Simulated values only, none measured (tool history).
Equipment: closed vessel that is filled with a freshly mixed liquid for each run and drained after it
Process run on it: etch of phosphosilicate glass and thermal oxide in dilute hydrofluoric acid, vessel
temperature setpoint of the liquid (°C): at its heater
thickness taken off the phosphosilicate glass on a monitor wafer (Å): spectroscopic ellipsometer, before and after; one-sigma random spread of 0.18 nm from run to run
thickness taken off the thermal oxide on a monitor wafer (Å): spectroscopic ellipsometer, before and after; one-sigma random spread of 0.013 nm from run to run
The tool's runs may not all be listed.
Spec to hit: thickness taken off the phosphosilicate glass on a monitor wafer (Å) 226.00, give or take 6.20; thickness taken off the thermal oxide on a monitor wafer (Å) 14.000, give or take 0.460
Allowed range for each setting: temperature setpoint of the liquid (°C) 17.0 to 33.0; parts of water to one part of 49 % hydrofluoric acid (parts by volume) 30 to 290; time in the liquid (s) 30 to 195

run	hour	temperature setpoint of the liquid (°C)	parts of water to one part of 49 % hydrofluoric acid (parts by volume)	time in the liquid (s)	thickness taken off the phosphosilicate glass on a monitor wafer (Å)	thickness taken off the thermal oxide on a monitor wafer (Å)
1	0.0	25.0	160	100	496.01	30.629
2	2.2	25.0	160	65	323.51	20.187
3	10.3	25.0	160	95	474.00	29.321
4	12.3	23.0	180	95	381.03	23.624
5	18.2	23.0	180	75	295.27	18.302
6	20.7	23.0	180	90	361.47	22.358
7	24.1	21.5	195	90	307.02	19.144
8	27.0	20.5	205	90	275.08	17.347
9	28.4	20.0	210	90	265.16	16.585

Exercise: of the 4 proposed moves below, exactly one satisfies all targets within the stated allowed misses. Which move is it?
A	29.8	24.0	205	80	?	?
B	29.8	20.0	195	70	?	?
C	29.8	19.5	230	110	?	?
D	29.8	26.5	240	65	?	?

move	thickness taken off the phosphosilicate glass on a monitor wafer (Å)	thickness taken off the thermal oxide on a monitor wafer (Å)
A	279.56	17.733
B	223.37	14.169
C	282.25	17.904
D	204.37	12.964
A: its largest miss is bigger than the last run's
B: every result lands within tolerance
C: its largest miss is bigger than the last run's
D: pushes the last run's worst result past its target
B meets every target.

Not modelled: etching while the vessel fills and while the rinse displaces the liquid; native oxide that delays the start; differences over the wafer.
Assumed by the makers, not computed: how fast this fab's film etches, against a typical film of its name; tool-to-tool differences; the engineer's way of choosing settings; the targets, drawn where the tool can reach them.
